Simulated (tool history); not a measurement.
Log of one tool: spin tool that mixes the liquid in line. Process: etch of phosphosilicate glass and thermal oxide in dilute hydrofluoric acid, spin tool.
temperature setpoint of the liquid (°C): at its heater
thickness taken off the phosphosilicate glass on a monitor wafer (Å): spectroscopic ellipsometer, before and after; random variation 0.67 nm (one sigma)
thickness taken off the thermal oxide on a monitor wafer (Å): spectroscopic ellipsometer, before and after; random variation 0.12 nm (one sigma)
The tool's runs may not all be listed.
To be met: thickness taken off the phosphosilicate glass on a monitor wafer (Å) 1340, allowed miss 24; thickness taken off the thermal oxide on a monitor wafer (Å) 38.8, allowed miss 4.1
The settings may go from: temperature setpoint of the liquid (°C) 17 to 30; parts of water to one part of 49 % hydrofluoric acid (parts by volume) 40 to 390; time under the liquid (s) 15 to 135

| run | hour | temperature setpoint of the liquid (°C) | parts of water to one part of 49 % hydrofluoric acid (parts by volume) | time under the liquid (s) | thickness taken off the phosphosilicate glass on a monitor wafer (Å) | thickness taken off the thermal oxide on a monitor wafer (Å) |
|---|---|---|---|---|---|---|
| 1 | 0 | 22 | 215 | 70 | 431.66 | 12.022 |
| 2 | 4 | 19.5 | 215 | 70 | 393.59 | 10.892 |
| 3 | 8.8 | 19.5 | 215 | 55 | 305.19 | 9.2755 |
| 4 | 14.3 | 19.5 | 215 | 30 | 166.25 | 5.2135 |
| 5 | 22.3 | 22 | 170 | 40 | 326.02 | 9.7913 |
| 6 | 29.4 | 22 | 105 | 40 | 564.3 | 16.628 |
| 7 | 30.6 | 22 | 105 | 40 | 569.06 | 16.216 |
| 8 | 34.2 | 24 | 90 | 40 | 731.65 | 20.78 |
| 9 | 41.3 | 28 | 50 | 40 | 1619.4 | 47.979 |
| 10 | 47.3 | 28 | 50 | 40 | 1622.3 | 45.252 |
| 11 | 55.7 | 27.5 | 50 | 40 | 1595.5 | 47.461 |
| 12 | 59.6 | 24 | 65 | 40 | 1051.3 | 28.022 |
| 13 | 64.9 | 25 | 65 | 40 | 1090.9 | 31.703 |
| 14 | 68.3 | 25.5 | 65 | 40 | 1112.3 | 30.736 |
| 15 | 70.3 | 29 | 50 | 40 | 1695.9 | 47.072 |
| 16 | 72.9 | 28.5 | 50 | 40 | 1658.2 | 47.738 |
| 17 | 77.3 | 28 | 50 | 40 | 1623.5 | 45.561 |
| 18 | 78.9 | 27.5 | 50 | 40 | 1578.6 | 45.478 |

Which of these 4 next moves meets every target?
| A | 80.5 | 27.5 | 55 | 50 | ? | ? |
| B | 80.5 | 30 | 45 | 25 | ? | ? |
| C | 80.5 | 29.5 | 40 | 35 | ? | ? |
| D | 80.5 | 25 | 60 | 45 | ? | ? |

| move | thickness taken off the phosphosilicate glass on a monitor wafer (Å) | thickness taken off the thermal oxide on a monitor wafer (Å) |
|---|---|---|
| A | 1789.7 | 53.095 |
| B | 1225.8 | 36.365 |
| C | 1907.4 | 56.587 |
| D | 1326.2 | 39.344 |
A: further off than the last run
B: takes the result that was furthest off past its target
C: further off than the last run
D: meets every target
The right move is D.

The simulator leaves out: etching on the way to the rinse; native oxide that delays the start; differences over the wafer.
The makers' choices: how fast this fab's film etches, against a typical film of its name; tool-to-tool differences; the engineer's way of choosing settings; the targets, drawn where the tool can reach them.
